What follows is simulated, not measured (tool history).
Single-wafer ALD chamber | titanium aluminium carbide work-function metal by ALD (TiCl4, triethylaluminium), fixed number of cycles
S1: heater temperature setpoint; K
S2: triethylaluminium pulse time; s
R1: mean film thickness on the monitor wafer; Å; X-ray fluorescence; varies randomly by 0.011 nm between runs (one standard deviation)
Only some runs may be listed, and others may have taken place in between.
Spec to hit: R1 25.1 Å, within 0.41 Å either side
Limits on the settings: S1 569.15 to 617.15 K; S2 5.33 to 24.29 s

| run | hour | S1 | S2 | R1 |
|---|---|---|---|---|
| 1 | 0 | 593.15 | 14.81 | 22.714 |
| 2 | 5.5 | 589.15 | 14.81 | 22.356 |
| 3 | 9.4 | 589.15 | 18.7 | 22.588 |
| 4 | 10.6 | 579.15 | 18.7 | 21.672 |
| 5 | 19.6 | 584.15 | 19.23 | 21.927 |
| 6 | 24 | 584.15 | 21.69 | 22.079 |
| 7 | 28.9 | 589.15 | 21.85 | 22.512 |
| 8 | 30.7 | 593.15 | 21.98 | 23.022 |
| 9 | 32.5 | 596.15 | 22.14 | 23.219 |
| 10 | 33.3 | 599.15 | 22.27 | 23.605 |
| 11 | 37.7 | 601.15 | 22.37 | 23.784 |
| 12 | 41.5 | 603.15 | 22.46 | 23.981 |
| 13 | 42.5 | 605.15 | 22.54 | 24.381 |

Below are 5 possible settings for the next run. Only one of them brings all results inside the allowed miss of their targets. Which is it?
| A | 43.5 | 595.15 | 22.22 | ? |
| B | 43.5 | 612.15 | 22.77 | ? |
| C | 43.5 | 601.15 | 24.29 | ? |
| D | 43.5 | 603.15 | 24.29 | ? |
| E | 43.5 | 601.15 | 21.06 | ? |

| move | R1 |
|---|---|
| A | 23.242 |
| B | 25.067 |
| C | 23.886 |
| D | 24.1 |
| E | 23.881 |
A: lands further from the targets than the last run did
B: meets every target
C: lands further from the targets than the last run did
D: lands further from the targets than the last run did
E: lands further from the targets than the last run did
So the answer is move B, the one that meets all the targets.

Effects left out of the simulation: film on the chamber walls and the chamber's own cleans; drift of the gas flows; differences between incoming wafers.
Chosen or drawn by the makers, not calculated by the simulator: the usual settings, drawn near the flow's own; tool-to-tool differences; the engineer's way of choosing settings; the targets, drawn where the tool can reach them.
